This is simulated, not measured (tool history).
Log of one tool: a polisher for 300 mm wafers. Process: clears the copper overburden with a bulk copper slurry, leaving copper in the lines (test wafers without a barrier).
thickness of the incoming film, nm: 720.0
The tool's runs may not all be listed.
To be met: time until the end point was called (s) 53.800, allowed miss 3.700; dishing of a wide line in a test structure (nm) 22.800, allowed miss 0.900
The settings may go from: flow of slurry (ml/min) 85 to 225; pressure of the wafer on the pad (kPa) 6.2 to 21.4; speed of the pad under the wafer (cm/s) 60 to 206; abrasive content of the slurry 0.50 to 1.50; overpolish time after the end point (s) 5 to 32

run  hour  flow of slurry (ml/min)  pressure of the wafer on the pad (kPa)  speed of the pad under the wafer (cm/s)  abrasive content of the slurry  overpolish time after the end point (s)  time until the end point was called (s)  dishing of a wide line in a test structure (nm)
  1   0.0                      145                                    13.8                                      132                            1.00                                       16                                   79.855                                           21.673
  2   5.4                      145                                    15.2                                      134                            1.00                                       17                                   73.054                                           22.594
  3  10.6                      145                                    15.9                                      140                            1.00                                       14                                   67.846                                           22.574
  4  13.1                      145                                    15.9                                      140                            1.00                                       19                                   68.538                                           22.842
  5  18.0                      150                                    15.9                                      148                            1.00                                       17                                   64.976                                           22.334
  6  24.5                      150                                    15.9                                      148                            1.20                                       17                                   62.362                                           23.016
  7  26.8                      150                                    15.9                                      154                            1.15                                       16                                   60.910                                           22.568
  8  28.5                      150                                    16.5                                      156                            1.15                                       16                                   60.613                                           22.786

5 next moves are on the table. One of them brings every result within its allowed miss. Which?
  A  30.2                      185                                    11.0                                      166                            1.10                                       11                                        ?                                                ?
  B  30.2                      140                                    12.4                                      150                            1.10                                       14                                        ?                                                ?
  C  30.2                      140                                    13.1                                      162                            1.05                                       12                                        ?                                                ?
  D  30.2                      135                                    13.8                                      158                            0.95                                       12                                        ?                                                ?
  E  30.2                      155                                    19.3                                      142                            1.25                                       10                                        ?                                                ?

move  time until the end point was called (s)  dishing of a wide line in a test structure (nm)
   A                                   74.597                                           21.909
   B                                   78.919                                           22.330
   C                                   71.035                                           22.361
   D                                   71.470                                           22.430
   E                                   57.125                                           22.952
A: further off than the last run
B: further off than the last run
C: further off than the last run
D: further off than the last run
E: meets every target
Answer: E
